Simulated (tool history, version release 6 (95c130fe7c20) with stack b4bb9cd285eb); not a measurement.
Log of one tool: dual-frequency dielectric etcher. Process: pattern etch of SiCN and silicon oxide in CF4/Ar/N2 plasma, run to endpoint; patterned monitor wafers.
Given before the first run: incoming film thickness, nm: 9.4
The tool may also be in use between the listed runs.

| run | hour | source power (kW) | bias power (kW) | Ar flow (sccm) | CF4 flow (sccm) | endpoint time (s) |
|---|---|---|---|---|---|---|
| 1 | 0 | 0.52 | 0.055 | 134 | 51 | 11.01 |
| 2 | 2.8 | 0.52 | 0.055 | 134 | 45 | 11.735 |
| 3 | 11.2 | 0.55 | 0.056 | 134 | 45 | 11.309 |
| 4 | 18.9 | 0.55 | 0.056 | 155 | 45 | 11.628 |
| 5 | 25.2 | 0.58 | 0.057 | 154 | 45 | 11.084 |
| 6 | 31.6 | 0.58 | 0.054 | 154 | 45 | 11.429 |
| 7 | 33 | 0.61 | 0.055 | 154 | 45 | 11.041 |
| 8 | 41.4 | 0.63 | 0.056 | 153 | 45 | 10.606 |
| 9 | 42.7 | 0.65 | 0.057 | 153 | 45 | 10.502 |
| 10 | 47.3 | 0.66 | 0.058 | 151 | 45 | 10.133 |

Run 11 comes next. What will it give?
| 11 | 49.9 | 0.67 | 0.058 | 151 | 45 | ? |

endpoint time (s): 10.06

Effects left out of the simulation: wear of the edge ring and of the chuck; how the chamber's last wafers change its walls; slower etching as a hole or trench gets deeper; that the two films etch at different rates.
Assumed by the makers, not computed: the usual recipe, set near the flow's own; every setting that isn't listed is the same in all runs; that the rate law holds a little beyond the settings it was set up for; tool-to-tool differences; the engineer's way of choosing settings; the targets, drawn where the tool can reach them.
